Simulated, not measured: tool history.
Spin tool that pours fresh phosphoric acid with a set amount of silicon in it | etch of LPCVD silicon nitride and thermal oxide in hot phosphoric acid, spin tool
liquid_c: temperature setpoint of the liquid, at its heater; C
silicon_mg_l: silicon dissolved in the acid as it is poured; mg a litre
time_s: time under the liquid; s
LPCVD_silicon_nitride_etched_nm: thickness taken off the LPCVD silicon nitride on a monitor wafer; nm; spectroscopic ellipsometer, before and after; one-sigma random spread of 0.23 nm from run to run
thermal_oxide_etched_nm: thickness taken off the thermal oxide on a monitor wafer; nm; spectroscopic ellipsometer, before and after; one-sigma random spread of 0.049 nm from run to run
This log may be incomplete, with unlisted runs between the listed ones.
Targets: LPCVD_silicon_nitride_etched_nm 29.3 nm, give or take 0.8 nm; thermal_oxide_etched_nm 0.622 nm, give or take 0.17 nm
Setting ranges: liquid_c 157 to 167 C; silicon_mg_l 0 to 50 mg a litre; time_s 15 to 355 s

run  hour  liquid_c  silicon_mg_l  time_s  LPCVD_silicon_nitride_etched_nm  thermal_oxide_etched_nm
  1     0       162            22     180                           15.919                  0.40088
  2   1.1       162            11     180                           15.789                   0.4974
  3     5       162           5.5     180                           15.782                  0.59068
  4   5.7     162.5           8.5     190                           17.177                  0.57703
  5   7.1     162.5           8.5     225                           20.438                  0.68744
  6   7.8       163            11     230                           20.937                  0.59018
  7  11.5       163          11.5     235                           21.624                  0.64328
  8  17.4     163.5          12.5     240                           22.207                  0.72234
  9    24     163.5            14     245                           22.765                  0.70121
 10  27.4     163.5          15.5     250                           23.109                  0.62296
 11    31     163.5            16     255                           23.805                  0.68421
 12  39.6     163.5          17.5     260                             23.9                  0.63131
 13  40.3     163.5          18.5     265                           24.513                  0.51288

Consider the 4 candidate settings below. Which is the only one whose results all fall within their allowed miss of target?
  A    41     165.5          16.5     315                                ?                        ?
  B    41     165.5           4.5     265                                ?                        ?
  C    41     161.5            21     335                                ?                        ?
  D    41     162.5          18.5     310                                ?                        ?

move  LPCVD_silicon_nitride_etched_nm  thermal_oxide_etched_nm
   A                            31.32                   1.0049
   B                           26.348                   1.1089
   C                           29.184                  0.70503
   D                            27.92                  0.75375
A: pushes the last run's worst result past its target
B: gains on the last run, yet a result remains outside its allowed miss
C: all results land within tolerance of their targets
D: gains on the last run, yet a result remains outside its allowed miss
C meets every target.
